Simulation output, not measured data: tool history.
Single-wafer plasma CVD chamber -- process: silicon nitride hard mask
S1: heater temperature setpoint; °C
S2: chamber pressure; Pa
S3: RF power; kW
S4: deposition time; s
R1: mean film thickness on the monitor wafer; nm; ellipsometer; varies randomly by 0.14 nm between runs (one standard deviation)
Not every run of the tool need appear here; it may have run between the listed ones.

run,day,S1,S2,S3,S4,R1
1,0.000,405,191,0.325,35.5,42.385
2,0.200,405,191,0.325,36.6,43.483
3,0.558,405,196,0.325,36.6,43.720
4,0.792,405,196,0.365,36.6,48.604
5,1.050,405,195,0.365,36.6,48.128
6,1.250,405,193,0.365,36.6,48.167

Forecast run 7:
7,1.446,405,192,0.365,36.6,?

Run 7 came out at R1 48.330 nm.
